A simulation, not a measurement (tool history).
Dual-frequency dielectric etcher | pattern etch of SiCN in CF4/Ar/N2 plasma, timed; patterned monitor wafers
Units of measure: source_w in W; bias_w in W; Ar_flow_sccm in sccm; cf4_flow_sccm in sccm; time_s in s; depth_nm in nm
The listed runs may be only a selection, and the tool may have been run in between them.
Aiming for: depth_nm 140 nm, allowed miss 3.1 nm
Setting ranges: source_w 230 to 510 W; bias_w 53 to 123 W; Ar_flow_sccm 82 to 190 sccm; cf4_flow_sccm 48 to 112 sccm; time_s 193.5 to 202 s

run	hour	source_w	bias_w	Ar_flow_sccm	cf4_flow_sccm	time_s	depth_nm
1	0	370	88	136	80	193.5	160.41
2	3.9	360	88	136	80	193.5	157.33
3	7.3	360	88	136	80	202	164.49
4	11.5	350	88	136	80	202	161.99
5	14.1	340	88	136	80	202	157.92
6	22.4	330	88	136	80	202	155.36
7	29.7	320	88	136	80	202	153.31
8	33.6	310	88	136	80	202	149.07
9	42.2	300	88	136	80	202	145.65

Next run, 4 choices. One meets every target within its allowed miss, the rest don't. Which?
A	50.8	330	68	130	73	201	?
B	50.8	290	91	141	104	202	?
C	50.8	280	92	137	73	201	?
D	50.8	300	84	149	84	193.5	?

move	depth_nm
A	132.85
B	148.29
C	140.3
D	134.94
A: moves the result that the last run missed by most past its target, out the other side
B: lands further from the targets than the last run did
C: all results in spec
D: moves the result that the last run missed by most past its target, out the other side
Go with C: it meets all targets.
